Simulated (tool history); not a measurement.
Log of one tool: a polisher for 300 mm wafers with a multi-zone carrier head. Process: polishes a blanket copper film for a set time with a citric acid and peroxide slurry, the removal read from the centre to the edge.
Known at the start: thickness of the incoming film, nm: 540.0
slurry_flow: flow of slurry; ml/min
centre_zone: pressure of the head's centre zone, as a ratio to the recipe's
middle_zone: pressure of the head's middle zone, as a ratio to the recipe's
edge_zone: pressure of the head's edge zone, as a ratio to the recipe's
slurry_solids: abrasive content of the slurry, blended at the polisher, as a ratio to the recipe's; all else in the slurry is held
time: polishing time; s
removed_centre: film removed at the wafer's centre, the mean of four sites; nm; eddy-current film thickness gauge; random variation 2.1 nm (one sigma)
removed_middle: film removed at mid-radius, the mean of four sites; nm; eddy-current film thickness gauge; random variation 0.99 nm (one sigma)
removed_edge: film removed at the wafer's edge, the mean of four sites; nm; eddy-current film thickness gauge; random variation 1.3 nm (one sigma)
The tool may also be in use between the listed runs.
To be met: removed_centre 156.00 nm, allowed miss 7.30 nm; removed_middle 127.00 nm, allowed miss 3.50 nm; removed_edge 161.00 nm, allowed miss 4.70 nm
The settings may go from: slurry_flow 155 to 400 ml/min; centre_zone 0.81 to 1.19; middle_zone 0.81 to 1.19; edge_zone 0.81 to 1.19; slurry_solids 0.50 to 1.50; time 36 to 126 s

run    day  slurry_flow  centre_zone  middle_zone  edge_zone  slurry_solids  time  removed_centre  removed_middle  removed_edge
  1  0.000          255         1.00         1.00       1.00           1.00    81          213.52          205.65        207.57
  2  0.317          255         1.07         1.00       1.00           1.00    81          220.41          203.88        205.47
  3  0.483          240         1.05         0.95       1.02           0.90    77          203.83          179.98        192.04
  4  0.550          230         1.02         0.91       1.04           0.80    75          189.52          164.71        187.84
  5  0.804          285         1.02         0.91       1.04           0.80    75          191.65          166.19        188.20
  6  1.050          285         1.02         0.91       1.04           0.80    60          153.77          134.34        150.41
  7  1.392          285         1.02         0.89       1.06           0.80    60          158.20          133.82        151.28
  8  1.738          275         1.00         0.87       1.08           0.80    61          150.67          132.46        155.12

4 next moves are on the table. One of them brings every result within its allowed miss. Which?
  A  2.083          250         0.95         0.83       1.15           0.80    58               ?               ?             ?
  B  2.083          295         1.02         0.82       1.14           0.85    60               ?               ?             ?
  C  2.083          280         0.90         0.82       1.11           1.05    59               ?               ?             ?
  D  2.083          240         0.99         0.83       1.11           0.90    58               ?               ?             ?

move  removed_centre  removed_middle  removed_edge
   A          134.49          118.95        152.42
   B          154.39          125.56        161.09
   C          138.46          127.92        162.00
   D          142.46          120.93        152.40
A: takes the result that was furthest off past its target
B: meets every target
C: brings the result that was furthest off to its target, and leaves another outside
D: takes the result that was furthest off past its target
Move B is the one to make.
